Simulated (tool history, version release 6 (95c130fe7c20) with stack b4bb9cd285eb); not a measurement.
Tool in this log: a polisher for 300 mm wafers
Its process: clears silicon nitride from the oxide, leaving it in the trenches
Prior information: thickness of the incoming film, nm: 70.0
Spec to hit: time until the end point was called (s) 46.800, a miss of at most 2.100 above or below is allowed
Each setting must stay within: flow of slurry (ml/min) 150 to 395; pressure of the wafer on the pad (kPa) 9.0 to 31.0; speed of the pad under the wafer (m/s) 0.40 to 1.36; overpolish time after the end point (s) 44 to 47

run,day,flow of slurry (ml/min),pressure of the wafer on the pad (kPa),speed of the pad under the wafer (m/s),overpolish time after the end point (s),time until the end point was called (s)
1,0.000,250,20.0,0.88,44,81.611
2,0.250,250,22.8,0.90,44,73.204
3,0.550,185,22.8,0.90,44,77.033
4,0.771,185,22.8,0.98,44,72.174
5,0.900,150,22.8,0.98,44,75.111
6,1.242,180,24.8,0.98,44,65.752
7,1.446,205,26.2,0.98,44,62.814
8,1.638,215,27.6,1.00,44,58.725
9,1.975,225,28.3,1.02,44,55.650
10,2.183,230,29.0,1.04,44,53.465
11,2.229,235,29.6,1.06,44,52.900

4 candidate next runs follow, results not yet known. Just one meets every target within its allowed miss. Identify it.
A,2.275,195,31.0,1.26,45,?
B,2.275,215,31.0,1.14,47,?
C,2.275,205,31.0,1.34,47,?
D,2.275,255,31.0,1.26,47,?

move,time until the end point was called (s)
A,43.966
B,47.221
C,41.363
D,42.406
A: takes the result that was furthest off past its target
B: all results in spec
C: takes the result that was furthest off past its target
D: takes the result that was furthest off past its target
Answer: B
